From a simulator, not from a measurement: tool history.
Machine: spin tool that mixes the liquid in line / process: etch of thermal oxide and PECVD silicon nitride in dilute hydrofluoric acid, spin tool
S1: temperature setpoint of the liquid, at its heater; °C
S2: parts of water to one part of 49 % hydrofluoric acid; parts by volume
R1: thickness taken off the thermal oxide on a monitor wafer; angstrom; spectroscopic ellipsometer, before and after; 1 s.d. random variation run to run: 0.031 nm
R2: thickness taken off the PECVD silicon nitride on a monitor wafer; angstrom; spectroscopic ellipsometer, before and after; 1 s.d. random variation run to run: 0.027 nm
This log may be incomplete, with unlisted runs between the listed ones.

{"run": 1, "hour": 0.0, "S1": 25.0, "S2": 50, "time under the liquid (s)": 45, "R1": 54.978, "R2": 16.453}
{"run": 2, "hour": 6.9, "S1": 25.5, "S2": 55, "time under the liquid (s)": 45, "R1": 50.542, "R2": 15.746}
{"run": 3, "hour": 8.0, "S1": 25.5, "S2": 60, "time under the liquid (s)": 45, "R1": 46.408, "R2": 14.363}
{"run": 4, "hour": 10.6, "S1": 28.0, "S2": 60, "time under the liquid (s)": 45, "R1": 51.039, "R2": 16.645}
{"run": 5, "hour": 16.7, "S1": 28.0, "S2": 65, "time under the liquid (s)": 45, "R1": 47.284, "R2": 16.056}
{"run": 6, "hour": 22.9, "S1": 30.5, "S2": 65, "time under the liquid (s)": 45, "R1": 51.329, "R2": 18.155}
{"run": 7, "hour": 30.8, "S1": 29.5, "S2": 70, "time under the liquid (s)": 45, "R1": 45.883, "R2": 16.814}
{"run": 8, "hour": 39.1, "S1": 28.5, "S2": 70, "time under the liquid (s)": 45, "R1": 43.88, "R2": 14.81}

Forecast run 9:
{"run": 9, "hour": 43.6, "S1": 28.5, "S2": 75, "time under the liquid (s)": 45, "R1": "?", "R2": "?"}

R1: 40.361 angstrom
R2: 14.033 angstrom
